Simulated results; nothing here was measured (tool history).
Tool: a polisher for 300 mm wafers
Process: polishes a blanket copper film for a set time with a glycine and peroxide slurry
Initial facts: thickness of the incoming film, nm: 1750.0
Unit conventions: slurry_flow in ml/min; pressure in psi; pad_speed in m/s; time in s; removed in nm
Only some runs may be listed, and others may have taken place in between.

run  hour  slurry_flow  pressure  pad_speed  time  removed
  1     0          195       2.4       0.76    49   219.75
  2   5.8          195       2.4       0.76    49   218.39
  3  10.6          195       2.3       0.76    49   216.49
  4  11.9          195       2.1       0.76    49   202.45
  5    20          195       2.1       0.76    49   198.97
  6  27.5          195       2.1       0.84    49   221.28

Forecast run 7:
  7  35.2          195       1.9       0.84    49        ?

removed: 207.88 nm
